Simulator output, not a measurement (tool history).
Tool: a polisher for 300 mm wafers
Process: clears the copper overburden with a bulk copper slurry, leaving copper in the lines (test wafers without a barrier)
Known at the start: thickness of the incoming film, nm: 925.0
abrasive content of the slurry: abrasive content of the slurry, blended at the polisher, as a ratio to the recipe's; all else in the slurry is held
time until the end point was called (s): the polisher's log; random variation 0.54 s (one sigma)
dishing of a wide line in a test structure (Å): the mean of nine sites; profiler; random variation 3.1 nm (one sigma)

run	hour	flow of slurry (ml/min)	pressure of the wafer on the pad (psi)	speed of the pad under the wafer (m/s)	abrasive content of the slurry	overpolish time after the end point (s)	time until the end point was called (s)	dishing of a wide line in a test structure (Å)
1	0	240	2.4	1.4	1	26	76.922	1336.5
2	3.7	240	2.4	1.4	1.2	26	72.437	1299.7
3	6	195	2.4	1.4	1.2	26	73.735	1270.5
4	8.1	195	2.4	1.4	1.2	22	74.247	1237.9
5	15.4	195	2.4	1.68	1.2	22	61.385	1324.6
6	22.6	160	2.4	1.68	1.2	22	65.1	1283.5
7	26.3	185	2.5	1.68	1.2	23	60.731	1345.4

Run 8 comes next. What will it give?
8	33.6	200	2.6	1.68	1.2	24	?	?

Run 8 gave time until the end point was called (s) 57.554, dishing of a wide line in a test structure (Å) 1395.7.
